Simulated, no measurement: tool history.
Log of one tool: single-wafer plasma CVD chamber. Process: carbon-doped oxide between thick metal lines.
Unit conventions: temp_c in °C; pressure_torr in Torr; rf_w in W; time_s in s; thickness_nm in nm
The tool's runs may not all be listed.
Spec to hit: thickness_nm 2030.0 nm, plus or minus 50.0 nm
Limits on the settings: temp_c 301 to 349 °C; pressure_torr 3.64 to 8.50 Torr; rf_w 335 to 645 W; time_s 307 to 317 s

run	hour	temp_c	pressure_torr	rf_w	time_s	thickness_nm
1	0.0	325	6.07	490	307	1742.9
2	6.2	324	6.14	500	307	1772.1
3	8.1	323	6.21	505	307	1796.8
4	15.4	323	6.21	505	307	1801.9
5	21.4	322	6.30	510	307	1824.7
6	23.9	321	6.38	515	307	1841.1
7	31.3	320	6.45	520	307	1862.4
8	32.2	319	6.51	525	307	1897.6
9	38.1	318	6.56	525	307	1911.7

4 candidate next runs follow, results not yet known. Just one meets every target within its allowed miss. Identify it.
A	44.0	321	7.00	500	317	?
B	44.0	319	6.30	525	310	?
C	44.0	340	5.92	525	307	?
D	44.0	309	7.17	515	317	?

move	thickness_nm
A	1861.4
B	1890.0
C	1734.2
D	2000.9
A: misses by more than the last run did
B: misses by more than the last run did
C: misses by more than the last run did
D: hits every target within its allowed miss
Go with D: it meets all targets.
